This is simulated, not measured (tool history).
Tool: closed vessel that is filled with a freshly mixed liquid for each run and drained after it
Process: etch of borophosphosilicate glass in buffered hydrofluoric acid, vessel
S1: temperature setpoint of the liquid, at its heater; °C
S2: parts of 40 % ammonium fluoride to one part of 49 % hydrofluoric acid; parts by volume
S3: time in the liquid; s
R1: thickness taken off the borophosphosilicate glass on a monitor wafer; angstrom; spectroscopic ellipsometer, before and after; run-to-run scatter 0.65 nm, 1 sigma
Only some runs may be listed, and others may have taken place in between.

run	day	S1	S2	S3	R1
1	0.000	24.0	9.5	30	398.59
2	0.325	24.0	12.0	30	320.42
3	0.575	26.0	11.0	30	382.22
4	0.929	27.5	10.0	30	459.26
5	1.104	27.5	10.0	30	460.21
6	1.292	28.5	9.5	30	489.46
7	1.579	29.5	8.5	30	572.90
8	1.879	30.0	8.0	30	626.88
9	2.121	30.5	8.0	30	641.60

Estimate the outcome of run 10 from the log above:
10	2.200	31.0	8.0	30	?

{"run 10": {"R1": 671.84}}
